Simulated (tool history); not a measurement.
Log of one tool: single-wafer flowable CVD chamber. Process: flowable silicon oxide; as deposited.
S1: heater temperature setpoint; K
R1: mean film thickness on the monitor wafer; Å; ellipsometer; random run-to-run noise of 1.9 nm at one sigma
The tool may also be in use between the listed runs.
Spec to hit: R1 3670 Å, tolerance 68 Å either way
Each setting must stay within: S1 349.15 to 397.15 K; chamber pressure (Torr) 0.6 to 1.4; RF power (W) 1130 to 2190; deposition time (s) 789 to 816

{"run": 1, "hour": 0.0, "S1": 373.15, "chamber pressure (Torr)": 1, "RF power (W)": 1660, "deposition time (s)": 789, "R1": 6176.5}
{"run": 2, "hour": 3.4, "S1": 368.15, "chamber pressure (Torr)": 1, "RF power (W)": 1660, "deposition time (s)": 789, "R1": 7260.7}
{"run": 3, "hour": 7.8, "S1": 368.15, "chamber pressure (Torr)": 1, "RF power (W)": 1660, "deposition time (s)": 816, "R1": 7495.9}
{"run": 4, "hour": 14.0, "S1": 368.15, "chamber pressure (Torr)": 0.9, "RF power (W)": 1660, "deposition time (s)": 816, "R1": 6803.1}
{"run": 5, "hour": 21.8, "S1": 368.15, "chamber pressure (Torr)": 0.9, "RF power (W)": 1660, "deposition time (s)": 816, "R1": 6755.9}
{"run": 6, "hour": 30.0, "S1": 368.15, "chamber pressure (Torr)": 0.9, "RF power (W)": 1790, "deposition time (s)": 816, "R1": 6842.7}
{"run": 7, "hour": 33.4, "S1": 374.15, "chamber pressure (Torr)": 0.9, "RF power (W)": 1790, "deposition time (s)": 816, "R1": 5775.1}
{"run": 8, "hour": 34.6, "S1": 379.15, "chamber pressure (Torr)": 0.9, "RF power (W)": 1790, "deposition time (s)": 816, "R1": 4905.1}

Which single option among these 5 for the next run brings every result within its allowed miss of target? Just one does.
{"run": "A", "hour": 35.8, "S1": 377.15, "chamber pressure (Torr)": 1.03, "RF power (W)": 2180, "deposition time (s)": 797, "R1": "?"}
{"run": "B", "hour": 35.8, "S1": 377.15, "chamber pressure (Torr)": 0.96, "RF power (W)": 1655, "deposition time (s)": 805, "R1": "?"}
{"run": "C", "hour": 35.8, "S1": 387.15, "chamber pressure (Torr)": 0.77, "RF power (W)": 1750, "deposition time (s)": 789, "R1": "?"}
{"run": "D", "hour": 35.8, "S1": 388.15, "chamber pressure (Torr)": 0.9, "RF power (W)": 1950, "deposition time (s)": 789, "R1": "?"}
{"run": "E", "hour": 35.8, "S1": 375.15, "chamber pressure (Torr)": 1.26, "RF power (W)": 1800, "deposition time (s)": 816, "R1": "?"}

move=A R1=6036.3
move=B R1=5339.9
move=C R1=3163.3
move=D R1=3664
move=E R1=7609.8
A: further off than the last run
B: further off than the last run
C: the result that was furthest off in the last run now lies on the other side of its target
D: every result within its allowed miss
E: further off than the last run
Move D is the one to make.

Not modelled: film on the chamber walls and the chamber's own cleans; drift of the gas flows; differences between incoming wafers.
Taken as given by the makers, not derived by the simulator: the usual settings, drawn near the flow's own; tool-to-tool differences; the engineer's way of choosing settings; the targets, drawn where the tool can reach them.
